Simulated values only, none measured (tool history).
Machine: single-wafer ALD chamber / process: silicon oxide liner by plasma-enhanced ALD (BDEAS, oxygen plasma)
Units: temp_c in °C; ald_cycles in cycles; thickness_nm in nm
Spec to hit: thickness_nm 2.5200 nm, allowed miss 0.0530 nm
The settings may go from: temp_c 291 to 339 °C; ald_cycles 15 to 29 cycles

run  hour  temp_c  ald_cycles  thickness_nm
  1   0.0     315          22        2.0182
  2   1.0     324          22        1.9776
  3   3.9     317          22        1.9927
  4  11.0     306          22        2.0326
  5  15.0     306          24        2.2231
  6  20.2     306          23        2.1226
  7  26.4     306          24        2.2361
  8  31.7     306          25        2.3125

Pick the move, out of 4, that brings all results within their allowed miss; only one does.
  A  37.0     301          28             ?
  B  37.0     305          22             ?
  C  37.0     303          26             ?
  D  37.0     299          27             ?

move  thickness_nm
   A        2.6291
   B        2.0543
   C        2.4345
   D        2.5467
A: the result that was furthest off in the last run now lies on the other side of its target
B: lands further from the targets than the last run did
C: nearer the targets than the last run, but a result is still out of spec
D: all results in spec
D is the move that brings every result within its allowed miss.
